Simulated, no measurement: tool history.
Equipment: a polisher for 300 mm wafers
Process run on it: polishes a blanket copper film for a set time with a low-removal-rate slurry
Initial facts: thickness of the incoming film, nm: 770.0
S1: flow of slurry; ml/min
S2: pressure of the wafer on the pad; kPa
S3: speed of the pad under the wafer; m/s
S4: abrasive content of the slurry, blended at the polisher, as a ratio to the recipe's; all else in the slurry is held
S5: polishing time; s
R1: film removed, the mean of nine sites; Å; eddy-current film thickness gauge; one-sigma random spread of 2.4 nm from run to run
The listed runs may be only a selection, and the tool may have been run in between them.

run,hour,S1,S2,S3,S4,S5,R1
1,0,230,22.1,1.04,1,44,1608.2
2,3.7,230,22.1,0.92,1,44,1432
3,4.3,230,22.1,0.92,1.1,44,1443.7
4,8,230,24.8,0.92,1.1,44,1684
5,9.8,230,29.6,0.92,1.1,44,1971.8
6,11.1,230,31,0.92,1.1,44,2047.1
7,12.9,230,31.7,0.92,1.1,44,2087.5
8,18.5,230,32.4,0.92,1.1,44,2153.7

Predict the results of run 9:
9,26.9,230,33.1,0.92,1.1,44,?

{"run 9": {"R1": 2229}}
